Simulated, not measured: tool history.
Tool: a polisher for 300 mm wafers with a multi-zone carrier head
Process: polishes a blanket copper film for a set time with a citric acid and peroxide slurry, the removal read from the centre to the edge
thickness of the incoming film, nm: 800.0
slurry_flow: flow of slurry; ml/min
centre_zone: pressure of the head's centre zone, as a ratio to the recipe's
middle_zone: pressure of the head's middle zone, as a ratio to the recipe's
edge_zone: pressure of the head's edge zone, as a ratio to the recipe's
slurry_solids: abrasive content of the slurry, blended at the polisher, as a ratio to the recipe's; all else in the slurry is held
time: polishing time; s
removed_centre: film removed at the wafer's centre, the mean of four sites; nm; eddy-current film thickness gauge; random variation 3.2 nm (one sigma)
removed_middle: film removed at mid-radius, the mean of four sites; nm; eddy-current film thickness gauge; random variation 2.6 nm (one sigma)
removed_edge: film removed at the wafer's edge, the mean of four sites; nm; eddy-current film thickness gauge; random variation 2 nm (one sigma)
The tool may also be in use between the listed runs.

run  hour  slurry_flow  centre_zone  middle_zone  edge_zone  slurry_solids  time  removed_centre  removed_middle  removed_edge
  1     0          150            1            1          1              1    50          158.63          158.61        157.56
  2     8          155         1.01         1.01       1.03            1.1    52          167.26          166.14        168.36
  3    13          160         1.02         1.03       1.05            1.2    55          184.62           183.8        185.12
  4  17.5          160         1.02         1.03       1.05           1.05    55          174.16          179.73        177.18
  5  18.7          160         1.02         1.11       1.05           1.05    55          180.62          193.87        177.25
  6  22.2          165         1.03          1.1       1.07           1.15    56          184.54          198.84        189.98
  7  30.7          170         1.06          1.1       1.08           1.25    57          204.02           206.4        193.35
  8  37.1          175         1.06         1.09        1.1            1.3    58          210.46          210.08        205.19
  9  45.8          180         1.06         1.09       1.12           1.35    58           206.6          212.13        208.91

Run 10 comes next. What will it give?
 10  54.3          185         1.07         1.09       1.13            1.4    59               ?               ?             ?

Run 10 gave removed_centre 222.06 nm, removed_middle 217.8 nm, removed_edge 213.69 nm.
